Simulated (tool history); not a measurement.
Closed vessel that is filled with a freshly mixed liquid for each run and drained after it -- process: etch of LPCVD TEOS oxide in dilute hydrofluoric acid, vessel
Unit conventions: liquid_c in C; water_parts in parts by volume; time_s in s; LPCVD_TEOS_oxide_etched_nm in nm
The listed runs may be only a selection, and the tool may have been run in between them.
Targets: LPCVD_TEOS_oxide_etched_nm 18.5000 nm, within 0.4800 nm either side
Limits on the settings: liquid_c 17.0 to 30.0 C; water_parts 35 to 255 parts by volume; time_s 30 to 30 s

run,hour,liquid_c,water_parts,time_s,LPCVD_TEOS_oxide_etched_nm
1,0.0,22.0,145,30,6.0575
2,5.2,24.5,110,30,9.2275
3,6.1,26.5,90,30,12.3020
4,7.5,26.5,90,30,12.4710
5,11.2,26.5,90,30,12.4340
6,19.5,27.5,80,30,14.6440
7,27.3,30.0,65,30,20.3810
8,29.2,29.5,65,30,20.1160
9,32.5,29.0,65,30,19.5620
10,34.6,28.5,65,30,19.3320

Consider the 5 candidate settings below. Which is the only one whose results all fall within their allowed miss of target?
A,36.7,28.5,70,30,?
B,36.7,30.0,65,30,?
C,36.7,29.5,70,30,?
D,36.7,26.0,65,30,?
E,36.7,27.0,60,30,?

move,LPCVD_TEOS_oxide_etched_nm
A,17.8160
B,20.4880
C,18.5220
D,17.5040
E,19.8720
A: pushes the last run's worst result past its target
B: further off than the last run
C: all results in spec
D: pushes the last run's worst result past its target
E: further off than the last run
The right move is C.
